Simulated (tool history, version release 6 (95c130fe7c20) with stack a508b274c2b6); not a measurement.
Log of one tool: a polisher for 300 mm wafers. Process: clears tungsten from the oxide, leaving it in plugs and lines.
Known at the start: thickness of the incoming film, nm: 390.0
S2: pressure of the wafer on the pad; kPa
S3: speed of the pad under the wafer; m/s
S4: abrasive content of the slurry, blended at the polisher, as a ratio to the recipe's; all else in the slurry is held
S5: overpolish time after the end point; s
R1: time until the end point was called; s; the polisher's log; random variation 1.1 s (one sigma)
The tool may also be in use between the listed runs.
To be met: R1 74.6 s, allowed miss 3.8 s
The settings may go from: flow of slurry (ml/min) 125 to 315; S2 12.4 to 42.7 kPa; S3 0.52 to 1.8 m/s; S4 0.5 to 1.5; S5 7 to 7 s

run 1 hour=0 | flow_of_slurry_(ml/min)=205 S2=27.6 S3=1.16 S4=1 S5=7 | R1=56.067
run 2 hour=5.9 | flow_of_slurry_(ml/min)=205 S2=27.6 S3=1.16 S4=1.15 S5=7 | R1=53.199
run 3 hour=10.9 | flow_of_slurry_(ml/min)=205 S2=27.6 S3=1.16 S4=1.25 S5=7 | R1=51.254
run 4 hour=18.6 | flow_of_slurry_(ml/min)=205 S2=27.6 S3=0.96 S4=1.25 S5=7 | R1=61.583
run 5 hour=27.5 | flow_of_slurry_(ml/min)=205 S2=27.6 S3=0.96 S4=1.15 S5=7 | R1=62.451
run 6 hour=34.9 | flow_of_slurry_(ml/min)=205 S2=27.6 S3=0.96 S4=1.25 S5=7 | R1=60.129
run 7 hour=43.3 | flow_of_slurry_(ml/min)=205 S2=26.9 S3=0.96 S4=1.25 S5=7 | R1=60.298
run 8 hour=52.1 | flow_of_slurry_(ml/min)=205 S2=25.5 S3=0.96 S4=1.25 S5=7 | R1=65.739
run 9 hour=59.1 | flow_of_slurry_(ml/min)=205 S2=24.8 S3=0.96 S4=1.25 S5=7 | R1=67.112

5 next moves are on the table. One of them brings every result within its allowed miss. Which?
run A hour=66.1 | flow_of_slurry_(ml/min)=260 S2=18.6 S3=1.16 S4=1.3 S5=7 | R1=?
run B hour=66.1 | flow_of_slurry_(ml/min)=215 S2=22.8 S3=1.28 S4=1.3 S5=7 | R1=?
run C hour=66.1 | flow_of_slurry_(ml/min)=200 S2=27.6 S3=1.04 S4=1.25 S5=7 | R1=?
run D hour=66.1 | flow_of_slurry_(ml/min)=200 S2=26.2 S3=1.04 S4=1.25 S5=7 | R1=?
run E hour=66.1 | flow_of_slurry_(ml/min)=210 S2=29.6 S3=0.9 S4=1.2 S5=7 | R1=?

move=A R1=72.398
move=B R1=56.47
move=C R1=56.301
move=D R1=59.171
move=E R1=58.865
A: meets every target
B: further off than the last run
C: further off than the last run
D: further off than the last run
E: further off than the last run
The right move is A.
